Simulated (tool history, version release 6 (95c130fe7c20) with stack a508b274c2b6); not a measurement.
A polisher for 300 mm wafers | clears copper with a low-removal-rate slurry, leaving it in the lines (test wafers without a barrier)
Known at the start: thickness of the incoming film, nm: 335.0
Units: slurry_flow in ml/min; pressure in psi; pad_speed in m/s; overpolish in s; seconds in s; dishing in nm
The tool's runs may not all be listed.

{"run": 1, "hour": 0.0, "slurry_flow": 165, "pressure": 3.8, "pad_speed": 0.96, "slurry_solids": 1, "overpolish": 14, "seconds": 77.38, "dishing": 37.543}
{"run": 2, "hour": 5.1, "slurry_flow": 165, "pressure": 4.3, "pad_speed": 0.96, "slurry_solids": 1, "overpolish": 14, "seconds": 69.662, "dishing": 41.259}
{"run": 3, "hour": 10.6, "slurry_flow": 165, "pressure": 4.7, "pad_speed": 0.96, "slurry_solids": 1, "overpolish": 14, "seconds": 64.047, "dishing": 45.486}
{"run": 4, "hour": 16.0, "slurry_flow": 170, "pressure": 4.3, "pad_speed": 1.08, "slurry_solids": 1, "overpolish": 12, "seconds": 64.189, "dishing": 39.863}
{"run": 5, "hour": 24.4, "slurry_flow": 160, "pressure": 4.2, "pad_speed": 1.14, "slurry_solids": 1.1, "overpolish": 10, "seconds": 60.236, "dishing": 35.377}
{"run": 6, "hour": 26.4, "slurry_flow": 145, "pressure": 4.1, "pad_speed": 1.2, "slurry_solids": 1.2, "overpolish": 9, "seconds": 60.594, "dishing": 33.352}
{"run": 7, "hour": 35.0, "slurry_flow": 160, "pressure": 3.9, "pad_speed": 1.26, "slurry_solids": 1.25, "overpolish": 8, "seconds": 58.144, "dishing": 29.901}
{"run": 8, "hour": 43.8, "slurry_flow": 175, "pressure": 3.9, "pad_speed": 1.28, "slurry_solids": 1.3, "overpolish": 7, "seconds": 58.097, "dishing": 26.974}
{"run": 9, "hour": 48.0, "slurry_flow": 225, "pressure": 4.6, "pad_speed": 1.32, "slurry_solids": 1.5, "overpolish": 4, "seconds": 44.636, "dishing": 20.198}
{"run": 10, "hour": 49.3, "slurry_flow": 220, "pressure": 4.5, "pad_speed": 1.32, "slurry_solids": 1.45, "overpolish": 4, "seconds": 46.378, "dishing": 19.223}
{"run": 11, "hour": 54.7, "slurry_flow": 215, "pressure": 4.3, "pad_speed": 1.3, "slurry_solids": 1.45, "overpolish": 8, "seconds": 48.625, "dishing": 34.817}

Run 12 comes next. What will it give?
{"run": 12, "hour": 57.4, "slurry_flow": 215, "pressure": 4.4, "pad_speed": 1.26, "slurry_solids": 1.4, "overpolish": 8, "seconds": "?", "dishing": "?"}

seconds: 49.832 s
dishing: 35.102 nm
